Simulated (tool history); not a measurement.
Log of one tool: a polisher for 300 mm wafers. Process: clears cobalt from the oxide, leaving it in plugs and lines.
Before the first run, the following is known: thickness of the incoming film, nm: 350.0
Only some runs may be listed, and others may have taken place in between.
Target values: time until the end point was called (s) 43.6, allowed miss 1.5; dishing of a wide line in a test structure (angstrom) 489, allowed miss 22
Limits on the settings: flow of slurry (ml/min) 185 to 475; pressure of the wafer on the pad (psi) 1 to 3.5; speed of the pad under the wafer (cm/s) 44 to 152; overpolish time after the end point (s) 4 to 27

run	day	flow of slurry (ml/min)	pressure of the wafer on the pad (psi)	speed of the pad under the wafer (cm/s)	overpolish time after the end point (s)	time until the end point was called (s)	dishing of a wide line in a test structure (angstrom)
1	0	305	2.2	98	14	77.981	390.76
2	0.279	370	2.2	98	14	77.509	389.29
3	0.612	370	1.7	98	14	98.784	331.46
4	0.967	370	2.3	100	13	71.738	388.43
5	1.125	370	2.6	100	13	64.69	411.06
6	1.271	370	2.9	102	13	57.604	436.32
7	1.512	370	3.1	104	13	53.468	448.11
8	1.712	370	3.2	106	13	50.755	461.98
9	2.042	370	3.3	108	13	48.371	468.06
10	2.371	370	3.4	110	13	46.436	472.66
# day 2.579: head pressure recalibrated
11	2.579	370	3.4	112	13	42.092	496.25

Which of these 5 next moves meets every target?
A	2.788	375	3.3	120	11	?	?
B	2.788	405	3.4	106	17	?	?
C	2.788	340	3.5	104	20	?	?
D	2.788	350	3.5	104	13	?	?
E	2.788	370	3.5	118	10	?	?

move	time until the end point was called (s)	dishing of a wide line in a test structure (angstrom)
A	40.192	470
B	43.147	531.52
C	43.208	551.58
D	43.106	488.35
E	38.577	459.27
A: lands further from the targets than the last run did
B: the worst result of the last run now meets its target, but another is out of spec
C: the worst result of the last run now meets its target, but another is out of spec
D: hits every target within its allowed miss
E: lands further from the targets than the last run did
The right move is D.
